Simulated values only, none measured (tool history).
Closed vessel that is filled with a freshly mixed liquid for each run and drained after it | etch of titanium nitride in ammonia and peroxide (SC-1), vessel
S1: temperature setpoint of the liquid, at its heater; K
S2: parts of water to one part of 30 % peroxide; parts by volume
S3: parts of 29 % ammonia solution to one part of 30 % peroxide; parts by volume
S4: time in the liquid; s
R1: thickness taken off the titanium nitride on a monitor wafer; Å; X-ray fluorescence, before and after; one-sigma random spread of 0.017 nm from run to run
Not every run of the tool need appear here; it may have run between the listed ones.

| run | hour | S1 | S2 | S3 | S4 | R1 |
|---|---|---|---|---|---|---|
| 1 | 0.0 | 322.15 | 6.5 | 1.0 | 30 | 17.833 |
| 2 | 3.5 | 322.15 | 6.5 | 1.2 | 30 | 18.342 |
| 3 | 6.8 | 316.65 | 6.5 | 1.2 | 30 | 12.463 |
| 4 | 15.0 | 320.15 | 6.5 | 1.2 | 30 | 15.962 |
| 5 | 19.0 | 322.65 | 6.5 | 1.2 | 30 | 18.951 |
| 6 | 25.7 | 322.65 | 5.0 | 1.2 | 30 | 21.311 |
| 7 | 28.1 | 324.15 | 5.0 | 1.2 | 30 | 23.941 |
| 8 | 33.6 | 324.15 | 5.0 | 1.2 | 30 | 23.827 |
| 9 | 40.3 | 325.15 | 5.0 | 1.2 | 30 | 25.472 |

For run 10, what comes out?
| 10 | 48.2 | 326.15 | 5.0 | 1.2 | 30 | ? |

Run 10 gave R1 27.153 Å.
